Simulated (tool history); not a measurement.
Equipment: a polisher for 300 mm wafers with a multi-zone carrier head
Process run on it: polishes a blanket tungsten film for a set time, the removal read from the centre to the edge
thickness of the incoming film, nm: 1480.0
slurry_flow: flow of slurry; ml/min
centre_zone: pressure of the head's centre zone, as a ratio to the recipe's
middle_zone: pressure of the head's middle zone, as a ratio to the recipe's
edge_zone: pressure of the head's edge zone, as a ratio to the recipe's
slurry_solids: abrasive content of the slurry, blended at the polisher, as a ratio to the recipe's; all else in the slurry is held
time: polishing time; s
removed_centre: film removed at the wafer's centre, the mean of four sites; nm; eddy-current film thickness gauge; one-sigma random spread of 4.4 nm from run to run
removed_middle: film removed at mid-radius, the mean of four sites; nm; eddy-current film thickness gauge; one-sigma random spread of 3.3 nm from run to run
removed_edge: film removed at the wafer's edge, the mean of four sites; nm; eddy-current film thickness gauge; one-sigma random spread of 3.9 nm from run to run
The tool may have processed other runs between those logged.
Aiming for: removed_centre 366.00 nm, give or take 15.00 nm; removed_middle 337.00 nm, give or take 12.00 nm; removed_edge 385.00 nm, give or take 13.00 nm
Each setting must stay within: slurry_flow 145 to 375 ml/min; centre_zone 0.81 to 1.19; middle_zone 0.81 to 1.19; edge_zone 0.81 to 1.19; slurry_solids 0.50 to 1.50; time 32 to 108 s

Run 1, day 0.000: slurry_flow 240 ml/min, centre_zone 1.00, middle_zone 1.00, edge_zone 1.00, slurry_solids 1.00, time 70 s. Result: removed_centre 417.14 nm, removed_middle 409.57 nm, removed_edge 408.39 nm.
Run 2, day 0.050: slurry_flow 265 ml/min, centre_zone 1.00, middle_zone 1.00, edge_zone 1.00, slurry_solids 1.00, time 70 s. Result: removed_centre 407.33 nm, removed_middle 416.69 nm, removed_edge 417.78 nm.
Run 3, day 0.371: slurry_flow 265 ml/min, centre_zone 0.94, middle_zone 1.00, edge_zone 1.00, slurry_solids 1.00, time 70 s. Result: removed_centre 403.22 nm, removed_middle 416.61 nm, removed_edge 416.87 nm.
Run 4, day 0.654: slurry_flow 260 ml/min, centre_zone 0.93, middle_zone 0.96, edge_zone 1.00, slurry_solids 0.95, time 70 s. Result: removed_centre 390.65 nm, removed_middle 395.55 nm, removed_edge 403.28 nm.
At day 0.983: worn pad replaced by a new one.
Run 5, day 0.983: slurry_flow 260 ml/min, centre_zone 0.93, middle_zone 0.96, edge_zone 1.06, slurry_solids 0.95, time 70 s. Result: removed_centre 428.77 nm, removed_middle 432.70 nm, removed_edge 460.12 nm.
Run 6, day 1.204: slurry_flow 255 ml/min, centre_zone 0.91, middle_zone 0.92, edge_zone 1.04, slurry_solids 0.90, time 70 s. Result: removed_centre 408.79 nm, removed_middle 415.07 nm, removed_edge 445.86 nm.
Run 7, day 1.246: slurry_flow 250 ml/min, centre_zone 0.93, middle_zone 0.89, edge_zone 1.03, slurry_solids 0.85, time 68 s. Result: removed_centre 407.33 nm, removed_middle 388.15 nm, removed_edge 427.78 nm.
Run 8, day 1.471: slurry_flow 245 ml/min, centre_zone 0.92, middle_zone 0.87, edge_zone 1.02, slurry_solids 0.80, time 67 s. Result: removed_centre 391.64 nm, removed_middle 376.12 nm, removed_edge 416.04 nm.
Run 9, day 1.629: slurry_flow 240 ml/min, centre_zone 0.92, middle_zone 0.85, edge_zone 1.01, slurry_solids 0.75, time 66 s. Result: removed_centre 382.25 nm, removed_middle 352.11 nm, removed_edge 399.96 nm.
Run 10, day 1.738: slurry_flow 235 ml/min, centre_zone 0.91, middle_zone 0.85, edge_zone 1.00, slurry_solids 0.75, time 66 s. Result: removed_centre 369.65 nm, removed_middle 353.45 nm, removed_edge 392.77 nm.

Which single option among these 4 for the next run brings every result within its allowed miss of target? Just one does.
Run A, day 1.846: slurry_flow 225 ml/min, centre_zone 0.89, middle_zone 0.98, edge_zone 0.96, slurry_solids 0.65, time 67 s. Result: removed_centre ?, removed_middle ?, removed_edge ?.
Run B, day 1.846: slurry_flow 220 ml/min, centre_zone 0.96, middle_zone 0.96, edge_zone 0.96, slurry_solids 0.85, time 63 s. Result: removed_centre ?, removed_middle ?, removed_edge ?.
Run C, day 1.846: slurry_flow 315 ml/min, centre_zone 0.96, middle_zone 0.94, edge_zone 1.10, slurry_solids 0.60, time 65 s. Result: removed_centre ?, removed_middle ?, removed_edge ?.
Run D, day 1.846: slurry_flow 280 ml/min, centre_zone 0.93, middle_zone 0.84, edge_zone 1.01, slurry_solids 0.70, time 64 s. Result: removed_centre ?, removed_middle ?, removed_edge ?.

move  removed_centre  removed_middle  removed_edge
   A          362.58          381.44        377.42
   B          378.86          374.79        376.77
   C          378.28          366.99        396.19
   D          372.89          342.27        384.18
A: its largest miss is bigger than the last run's
B: its largest miss is bigger than the last run's
C: its largest miss is bigger than the last run's
D: each result inside its tolerance
The move that meets every target is D.

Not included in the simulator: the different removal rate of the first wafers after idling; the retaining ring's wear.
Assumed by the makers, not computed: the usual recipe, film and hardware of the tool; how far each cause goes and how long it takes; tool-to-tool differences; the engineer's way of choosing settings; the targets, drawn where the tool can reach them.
